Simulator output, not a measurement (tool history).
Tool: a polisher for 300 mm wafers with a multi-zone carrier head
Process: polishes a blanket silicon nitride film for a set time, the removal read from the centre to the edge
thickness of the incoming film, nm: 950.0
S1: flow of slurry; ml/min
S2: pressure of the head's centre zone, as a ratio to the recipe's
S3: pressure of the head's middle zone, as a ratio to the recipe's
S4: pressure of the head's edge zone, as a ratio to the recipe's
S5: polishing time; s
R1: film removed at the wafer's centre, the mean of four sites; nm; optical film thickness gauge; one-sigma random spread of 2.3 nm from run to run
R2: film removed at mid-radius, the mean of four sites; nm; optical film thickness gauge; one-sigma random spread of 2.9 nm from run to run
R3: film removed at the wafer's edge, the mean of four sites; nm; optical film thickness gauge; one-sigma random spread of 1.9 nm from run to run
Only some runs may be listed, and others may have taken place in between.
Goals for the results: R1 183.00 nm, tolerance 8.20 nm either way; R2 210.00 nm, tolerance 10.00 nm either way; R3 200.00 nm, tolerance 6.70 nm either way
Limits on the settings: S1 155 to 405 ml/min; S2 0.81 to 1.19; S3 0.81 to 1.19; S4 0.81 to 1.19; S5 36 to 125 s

run  hour   S1    S2    S3    S4  S5      R1      R2      R3
  1   0.0  260  1.00  1.00  1.00  80  151.87  151.54  148.43
  2   5.6  260  0.95  1.00  1.00  80  143.31  148.67  151.74
  3  11.6  265  0.95  1.04  1.03  85  150.53  163.42  157.33
  4  13.5  265  0.95  1.04  1.03  77  137.77  145.02  144.61
  5  22.5  265  0.94  1.04  1.04  85  150.34  163.96  160.50
  6  30.0  265  0.94  1.04  1.04  70  124.42  133.59  134.61
  7  31.5  285  0.96  1.12  1.14  92  166.85  186.96  184.74
  8  40.1  290  0.97  1.14  1.15  94  170.94  186.25  189.11
  9  45.1  290  0.96  1.15  1.13  96  175.64  194.30  191.46
 10  48.6  290  0.95  1.16  1.12  98  180.35  198.89  193.30

5 candidate next runs follow, results not yet known. Just one meets every target within its allowed miss. Identify it.
  A  52.1  345  0.94  1.19  1.13  100   ?   ?   ?
  B  52.1  270  0.85  0.93  1.19   98   ?   ?   ?
  C  52.1  295  0.92  1.19  0.96   99   ?   ?   ?
  D  52.1  350  1.09  1.13  1.16   89   ?   ?   ?
  E  52.1  220  1.02  1.08  1.16   96   ?   ?   ?

move      R1      R2      R3
   A  183.39  215.08  203.87
   B  164.22  180.34  201.73
   C  176.17  209.77  184.08
   D  179.58  186.13  184.18
   E  174.78  185.69  190.79
A: hits every target within its allowed miss
B: its largest miss is bigger than the last run's
C: the worst result of the last run now meets its target, but another is out of spec
D: its largest miss is bigger than the last run's
E: its largest miss is bigger than the last run's
A meets every target.

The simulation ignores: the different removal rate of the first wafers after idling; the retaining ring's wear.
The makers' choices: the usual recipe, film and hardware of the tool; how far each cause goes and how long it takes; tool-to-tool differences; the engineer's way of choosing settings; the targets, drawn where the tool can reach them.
